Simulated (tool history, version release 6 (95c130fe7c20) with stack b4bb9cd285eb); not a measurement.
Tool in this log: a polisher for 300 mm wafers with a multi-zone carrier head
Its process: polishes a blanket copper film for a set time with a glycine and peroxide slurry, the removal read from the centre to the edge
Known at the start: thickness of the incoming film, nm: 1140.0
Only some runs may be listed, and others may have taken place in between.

run  hour  flow of slurry (ml/min)  pressure of the head's centre zone  pressure of the head's middle zone  pressure of the head's edge zone  polishing time (s)  film removed at the wafer's centre (angstrom)  film removed at mid-radius (angstrom)  film removed at the wafer's edge (angstrom)
  1   0.0                      265                                1.00                                1.00                              1.00                  82                                         3769.7                                 3858.2                                       3802.1
  2   7.5                      275                                1.04                                1.02                              1.04                  84                                         4070.6                                 4021.2                                       3963.6
  3  16.4                      275                                1.00                                1.02                              1.04                  84                                         3921.6                                 4060.5                                       3985.7
  4  21.8                      290                                1.03                                1.03                              1.07                  86                                         4155.0                                 4178.8                                       4154.8
  5  29.3                      290                                1.03                                1.03                              1.00                  86                                         4175.0                                 4144.2                                       3993.4
  6  33.6                      350                                1.03                                1.03                              1.00                  86                                         4244.8                                 4227.6                                       4104.1
  7  36.2                      355                                1.05                                1.04                              1.03                  87                                         4377.9                                 4296.2                                       4172.2

What will run 8 give?
  8  38.0                      360                                1.06                                1.05                              1.06                  89                                              ?                                      ?                                            ?

For run 8 the tool returned film removed at the wafer's centre (angstrom) 4614.5, film removed at mid-radius (angstrom) 4369.7, film removed at the wafer's edge (angstrom) 4344.8.
